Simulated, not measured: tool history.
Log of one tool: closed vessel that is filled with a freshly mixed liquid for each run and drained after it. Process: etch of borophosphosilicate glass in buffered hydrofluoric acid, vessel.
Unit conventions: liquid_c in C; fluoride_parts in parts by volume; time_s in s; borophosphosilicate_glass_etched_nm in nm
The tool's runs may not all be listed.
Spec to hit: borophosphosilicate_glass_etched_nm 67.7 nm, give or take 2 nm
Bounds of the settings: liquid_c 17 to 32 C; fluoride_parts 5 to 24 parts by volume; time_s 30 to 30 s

run	hour	liquid_c	fluoride_parts	time_s	borophosphosilicate_glass_etched_nm
1	0	24	14.5	30	32.819
2	1.2	24	10	30	46.8
3	8.1	24	6	30	74.447
4	10.9	24	5	30	89.232
5	20	24	5	30	87.33
6	25.4	22.5	5	30	80.471
7	27.7	21.5	5	30	76.389
8	28.9	21	5	30	74.674
9	35.1	20.5	5	30	72.686
10	39.7	20	5	30	70.905

Below are 5 possible settings for the next run. Only one of them brings all results inside the allowed miss of their targets. Which is it?
A	44.3	19.5	5.5	30	?
B	44.3	22.5	6.5	30	?
C	44.3	20.5	6	30	?
D	44.3	22	6	30	?
E	44.3	21	6	30	?

move	borophosphosilicate_glass_etched_nm
A	62.895
B	63.96
C	61.577
D	66.824
E	63.284
A: pushes the last run's worst result past its target
B: pushes the last run's worst result past its target
C: pushes the last run's worst result past its target
D: every result lands within tolerance
E: pushes the last run's worst result past its target
Move D is the one to make.

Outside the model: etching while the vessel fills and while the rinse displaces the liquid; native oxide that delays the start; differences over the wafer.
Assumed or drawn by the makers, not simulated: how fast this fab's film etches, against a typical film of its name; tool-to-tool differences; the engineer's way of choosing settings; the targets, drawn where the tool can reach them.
